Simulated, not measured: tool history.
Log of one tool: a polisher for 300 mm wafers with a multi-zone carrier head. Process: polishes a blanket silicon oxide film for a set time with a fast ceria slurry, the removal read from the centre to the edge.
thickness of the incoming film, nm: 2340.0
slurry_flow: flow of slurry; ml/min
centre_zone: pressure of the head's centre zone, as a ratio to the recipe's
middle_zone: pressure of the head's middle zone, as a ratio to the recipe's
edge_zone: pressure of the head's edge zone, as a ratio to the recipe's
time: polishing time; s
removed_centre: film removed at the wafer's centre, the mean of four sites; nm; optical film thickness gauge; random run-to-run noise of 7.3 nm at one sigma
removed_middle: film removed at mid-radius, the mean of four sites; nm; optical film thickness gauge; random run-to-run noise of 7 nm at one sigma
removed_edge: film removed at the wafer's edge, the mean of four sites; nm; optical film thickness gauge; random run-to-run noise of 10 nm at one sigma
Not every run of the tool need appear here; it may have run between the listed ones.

Run 1, hour 0.0: slurry_flow 145 ml/min, centre_zone 1.00, middle_zone 1.00, edge_zone 1.00, time 69 s. Result: removed_centre 643.06 nm, removed_middle 675.15 nm, removed_edge 684.72 nm.
Run 2, hour 5.6: slurry_flow 150 ml/min, centre_zone 1.01, middle_zone 0.99, edge_zone 1.02, time 70 s. Result: removed_centre 662.23 nm, removed_middle 674.34 nm, removed_edge 713.71 nm.
Run 3, hour 9.0: slurry_flow 150 ml/min, centre_zone 0.95, middle_zone 0.99, edge_zone 1.02, time 70 s. Result: removed_centre 611.54 nm, removed_middle 669.85 nm, removed_edge 691.85 nm.
Run 4, hour 16.1: slurry_flow 150 ml/min, centre_zone 1.02, middle_zone 0.99, edge_zone 1.02, time 70 s. Result: removed_centre 653.80 nm, removed_middle 674.06 nm, removed_edge 701.63 nm.
Run 5, hour 20.9: slurry_flow 150 ml/min, centre_zone 1.02, middle_zone 1.05, edge_zone 1.02, time 70 s. Result: removed_centre 671.71 nm, removed_middle 714.64 nm, removed_edge 711.65 nm.
Run 6, hour 28.0: slurry_flow 150 ml/min, centre_zone 1.02, middle_zone 0.99, edge_zone 1.02, time 70 s. Result: removed_centre 660.74 nm, removed_middle 696.48 nm, removed_edge 705.78 nm.
Run 7, hour 35.3: slurry_flow 145 ml/min, centre_zone 1.05, middle_zone 0.96, edge_zone 1.03, time 72 s. Result: removed_centre 691.98 nm, removed_middle 686.61 nm, removed_edge 738.99 nm.
Run 8, hour 39.6: slurry_flow 150 ml/min, centre_zone 1.07, middle_zone 0.95, edge_zone 1.04, time 72 s. Result: removed_centre 722.68 nm, removed_middle 676.27 nm, removed_edge 747.37 nm.

Run 9, settings as shown, results not yet in. Your forecast:
Run 9, hour 41.5: slurry_flow 155 ml/min, centre_zone 1.07, middle_zone 0.95, edge_zone 1.05, time 72 s. Result: removed_centre ?, removed_middle ?, removed_edge ?.

{"run 9": {"removed_centre": 720.64, "removed_middle": 687.71, "removed_edge": 747.89}}
